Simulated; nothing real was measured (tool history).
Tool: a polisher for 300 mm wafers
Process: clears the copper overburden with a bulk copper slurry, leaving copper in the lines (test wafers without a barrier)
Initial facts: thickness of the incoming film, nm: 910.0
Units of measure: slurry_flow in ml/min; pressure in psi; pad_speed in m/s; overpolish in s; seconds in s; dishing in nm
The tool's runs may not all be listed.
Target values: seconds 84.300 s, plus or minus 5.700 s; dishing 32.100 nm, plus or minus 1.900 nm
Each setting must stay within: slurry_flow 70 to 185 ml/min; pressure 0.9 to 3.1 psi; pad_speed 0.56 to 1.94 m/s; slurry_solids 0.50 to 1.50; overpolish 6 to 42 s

run 1 hour=0.0 | slurry_flow=120 pressure=2.0 pad_speed=1.24 slurry_solids=1.00 overpolish=21 | seconds=146.950 dishing=31.339
run 2 hour=8.5 | slurry_flow=120 pressure=2.2 pad_speed=1.26 slurry_solids=1.00 overpolish=18 | seconds=129.100 dishing=31.535
run 3 hour=11.8 | slurry_flow=100 pressure=2.2 pad_speed=1.26 slurry_solids=1.00 overpolish=18 | seconds=135.690 dishing=30.698
run 4 hour=19.8 | slurry_flow=100 pressure=2.2 pad_speed=1.26 slurry_solids=1.15 overpolish=18 | seconds=128.930 dishing=32.225
run 5 hour=26.6 | slurry_flow=100 pressure=2.2 pad_speed=1.26 slurry_solids=1.00 overpolish=18 | seconds=139.800 dishing=31.981
run 6 hour=33.7 | slurry_flow=110 pressure=2.3 pad_speed=1.28 slurry_solids=1.00 overpolish=16 | seconds=127.690 dishing=30.484
run 7 hour=37.0 | slurry_flow=125 pressure=2.9 pad_speed=1.34 slurry_solids=1.00 overpolish=17 | seconds=94.807 dishing=33.531
run 8 hour=43.2 | slurry_flow=125 pressure=2.9 pad_speed=1.36 slurry_solids=1.00 overpolish=16 | seconds=98.630 dishing=33.819
run 9 hour=51.3 | slurry_flow=125 pressure=2.9 pad_speed=1.40 slurry_solids=1.00 overpolish=14 | seconds=97.098 dishing=33.802
run 10 hour=56.5 | slurry_flow=135 pressure=2.9 pad_speed=1.44 slurry_solids=0.95 overpolish=12 | seconds=93.523 dishing=32.467
run 11 hour=61.0 | slurry_flow=135 pressure=2.9 pad_speed=1.46 slurry_solids=0.95 overpolish=11 | seconds=92.585 dishing=31.707
run 12 hour=62.3 | slurry_flow=135 pressure=2.9 pad_speed=1.48 slurry_solids=0.95 overpolish=11 | seconds=90.690 dishing=31.048

Consider the 4 candidate settings below. Which is the only one whose results all fall within their allowed miss of target?
run A hour=63.6 | slurry_flow=125 pressure=2.9 pad_speed=1.58 slurry_solids=1.10 overpolish=11 | seconds=? dishing=?
run B hour=63.6 | slurry_flow=125 pressure=2.6 pad_speed=1.44 slurry_solids=1.30 overpolish=16 | seconds=? dishing=?
run C hour=63.6 | slurry_flow=140 pressure=2.7 pad_speed=1.50 slurry_solids=0.80 overpolish=13 | seconds=? dishing=?
run D hour=63.6 | slurry_flow=130 pressure=2.9 pad_speed=1.28 slurry_solids=0.95 overpolish=11 | seconds=? dishing=?

move=A seconds=82.065 dishing=31.910
move=B seconds=93.819 dishing=32.781
move=C seconds=95.539 dishing=31.800
move=D seconds=101.100 dishing=30.360
A: all results land within tolerance of their targets
B: its largest miss is bigger than the last run's
C: its largest miss is bigger than the last run's
D: its largest miss is bigger than the last run's
Move A is the one to make.
